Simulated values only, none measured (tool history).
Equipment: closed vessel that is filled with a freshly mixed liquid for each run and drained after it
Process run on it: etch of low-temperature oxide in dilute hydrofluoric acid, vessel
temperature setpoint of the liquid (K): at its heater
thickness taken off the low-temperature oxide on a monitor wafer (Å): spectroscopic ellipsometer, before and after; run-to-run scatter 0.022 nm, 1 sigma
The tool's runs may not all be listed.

run	day	temperature setpoint of the liquid (K)	parts of water to one part of 49 % hydrofluoric acid (parts by volume)	time in the liquid (s)	thickness taken off the low-temperature oxide on a monitor wafer (Å)
1	0.000	299.15	130	30	34.497
2	0.221	297.15	135	30	30.642
3	0.367	297.15	135	30	31.037
4	0.675	297.15	135	30	30.564
5	0.846	299.15	135	30	33.420
6	0.925	295.65	135	30	28.833
7	1.050	294.65	140	30	26.807
8	1.154	294.65	140	30	26.294
9	1.433	293.65	140	30	25.751
10	1.517	293.15	140	30	25.237

Run 11, settings as shown, results not yet in. Your forecast:
11	1.662	292.65	140	30	?

{"run 11": {"thickness taken off the low-temperature oxide on a monitor wafer (Å)": 24.608}}

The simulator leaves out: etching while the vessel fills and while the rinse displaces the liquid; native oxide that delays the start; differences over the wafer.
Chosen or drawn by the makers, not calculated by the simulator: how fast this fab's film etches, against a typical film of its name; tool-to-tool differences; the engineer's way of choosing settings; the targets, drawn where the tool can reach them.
